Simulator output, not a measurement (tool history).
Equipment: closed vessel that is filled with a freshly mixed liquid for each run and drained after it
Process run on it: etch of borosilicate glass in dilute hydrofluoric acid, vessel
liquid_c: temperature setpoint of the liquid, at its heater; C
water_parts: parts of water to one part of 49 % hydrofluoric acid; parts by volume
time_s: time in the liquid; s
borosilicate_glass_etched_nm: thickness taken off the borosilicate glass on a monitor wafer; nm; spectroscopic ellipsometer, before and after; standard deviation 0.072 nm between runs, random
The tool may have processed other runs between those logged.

run 1 hour=0.0 | liquid_c=23.0 water_parts=130 time_s=30 | borosilicate_glass_etched_nm=8.4919
run 2 hour=2.5 | liquid_c=23.0 water_parts=155 time_s=30 | borosilicate_glass_etched_nm=6.9292
run 3 hour=8.6 | liquid_c=25.0 water_parts=140 time_s=30 | borosilicate_glass_etched_nm=8.4530
run 4 hour=17.6 | liquid_c=25.0 water_parts=140 time_s=30 | borosilicate_glass_etched_nm=8.4479
run 5 hour=22.6 | liquid_c=23.0 water_parts=140 time_s=30 | borosilicate_glass_etched_nm=7.7747
run 6 hour=29.1 | liquid_c=25.0 water_parts=130 time_s=30 | borosilicate_glass_etched_nm=9.2283
run 7 hour=33.4 | liquid_c=26.5 water_parts=120 time_s=30 | borosilicate_glass_etched_nm=10.6840
run 8 hour=41.1 | liquid_c=27.5 water_parts=115 time_s=30 | borosilicate_glass_etched_nm=11.6860
-- hour=46.0 hydrofluoric acid flow meter replaced
run 9 hour=46.0 | liquid_c=28.5 water_parts=110 time_s=30 | borosilicate_glass_etched_nm=14.4240
run 10 hour=51.5 | liquid_c=29.0 water_parts=110 time_s=30 | borosilicate_glass_etched_nm=14.5730

For run 11, what comes out?
run 11 hour=54.5 | liquid_c=29.5 water_parts=110 time_s=30 | borosilicate_glass_etched_nm=?

{"run 11": {"borosilicate_glass_etched_nm": 14.935}}
